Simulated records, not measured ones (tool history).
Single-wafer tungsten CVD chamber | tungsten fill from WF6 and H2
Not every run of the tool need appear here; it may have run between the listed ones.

run  hour  heater temperature setpoint (°C)  chamber pressure (Pa)  deposition time (s)  mean film thickness on the monitor wafer (nm)
  1     0                               380                   5173                11.48                                         24.554
  2   3.7                               380                   5173                11.48                                         24.746
  3  12.2                               380                   5173                11.83                                         25.457
  4  17.4                               376                   5160                11.83                                         23.618
       20  -- thermocouple changed; heater temperature recalibrated
  5    20                               376                   5160                11.83                                         25.219
  6  26.4                               376                   5586                11.83                                         25.797

Predict the results of run 7:
  7  30.1                               370                   5573                11.83                                              ?

Run 7 gave mean film thickness on the monitor wafer (nm) 22.811.
